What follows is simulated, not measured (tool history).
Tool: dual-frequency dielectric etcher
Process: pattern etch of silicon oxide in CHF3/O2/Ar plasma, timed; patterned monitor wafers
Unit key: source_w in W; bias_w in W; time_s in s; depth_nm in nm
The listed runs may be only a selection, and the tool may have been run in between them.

{"run": 1, "hour": 0.0, "source_w": 590, "bias_w": 133, "time_s": 501.5, "depth_nm": 857.95}
{"run": 2, "hour": 4.5, "source_w": 490, "bias_w": 133, "time_s": 501.5, "depth_nm": 801.0}
{"run": 3, "hour": 12.0, "source_w": 490, "bias_w": 133, "time_s": 501.5, "depth_nm": 793.19}
{"run": 4, "hour": 18.9, "source_w": 490, "bias_w": 133, "time_s": 501.5, "depth_nm": 791.27}
{"run": 5, "hour": 24.4, "source_w": 590, "bias_w": 133, "time_s": 501.5, "depth_nm": 853.25}
{"run": 6, "hour": 30.5, "source_w": 550, "bias_w": 133, "time_s": 501.5, "depth_nm": 832.03}

Expected results for the next run?
{"run": 7, "hour": 39.1, "source_w": 670, "bias_w": 142, "time_s": 502.5, "depth_nm": "?"}

For run 7 the tool returned depth_nm 925.30 nm.
